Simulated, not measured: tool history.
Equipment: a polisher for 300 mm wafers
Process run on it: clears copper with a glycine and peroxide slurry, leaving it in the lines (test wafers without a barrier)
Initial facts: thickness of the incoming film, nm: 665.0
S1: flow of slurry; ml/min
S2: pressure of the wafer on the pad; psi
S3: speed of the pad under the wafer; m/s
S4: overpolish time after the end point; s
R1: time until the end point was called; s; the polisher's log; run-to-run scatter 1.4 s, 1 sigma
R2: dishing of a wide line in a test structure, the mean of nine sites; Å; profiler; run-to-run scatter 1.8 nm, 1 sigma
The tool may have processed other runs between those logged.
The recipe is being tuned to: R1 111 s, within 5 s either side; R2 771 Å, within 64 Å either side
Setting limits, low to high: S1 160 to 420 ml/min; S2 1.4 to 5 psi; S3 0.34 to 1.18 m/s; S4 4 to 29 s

Run 1, day 0: S1 270 ml/min, S2 3.2 psi, S3 0.76 m/s, S4 15 s. Result: R1 128.41 s, R2 474.5 Å.
Run 2, day 0.35: S1 245 ml/min, S2 3.2 psi, S3 0.76 m/s, S4 15 s. Result: R1 131.85 s, R2 469.52 Å.
Run 3, day 0.571: S1 250 ml/min, S2 3.3 psi, S3 0.76 m/s, S4 16 s. Result: R1 131.96 s, R2 513.56 Å.
Run 4, day 0.838: S1 250 ml/min, S2 3.3 psi, S3 0.92 m/s, S4 16 s. Result: R1 110.23 s, R2 567.1 Å.
Run 5, day 1.038: S1 250 ml/min, S2 3.3 psi, S3 0.92 m/s, S4 17 s. Result: R1 110.94 s, R2 597.12 Å.
Run 6, day 1.362: S1 250 ml/min, S2 3.3 psi, S3 0.92 m/s, S4 18 s. Result: R1 110.45 s, R2 632.08 Å.
Run 7, day 1.504: S1 250 ml/min, S2 3.3 psi, S3 0.92 m/s, S4 19 s. Result: R1 110.83 s, R2 664.51 Å.
Run 8, day 1.746: S1 250 ml/min, S2 3.3 psi, S3 0.92 m/s, S4 21 s. Result: R1 111.36 s, R2 686.3 Å.

Next run, 4 choices. One meets every target within its allowed miss, the rest don't. Which?
Run A, day 1.988: S1 255 ml/min, S2 3.8 psi, S3 0.8 m/s, S4 25 s. Result: R1 ?, R2 ?.
Run B, day 1.988: S1 250 ml/min, S2 3.3 psi, S3 0.94 m/s, S4 17 s. Result: R1 ?, R2 ?.
Run C, day 1.988: S1 275 ml/min, S2 3 psi, S3 1.04 m/s, S4 18 s. Result: R1 ?, R2 ?.
Run D, day 1.988: S1 315 ml/min, S2 3 psi, S3 0.94 m/s, S4 19 s. Result: R1 ?, R2 ?.

move      R1      R2
   A  110.67  787.81
   B  107.67  608.84
   C  104.98  639.12
   D   112.7     634
A: all results land within tolerance of their targets
B: the biggest miss grows against the last run
C: the biggest miss grows against the last run
D: the biggest miss grows against the last run
The move that meets every target is A.
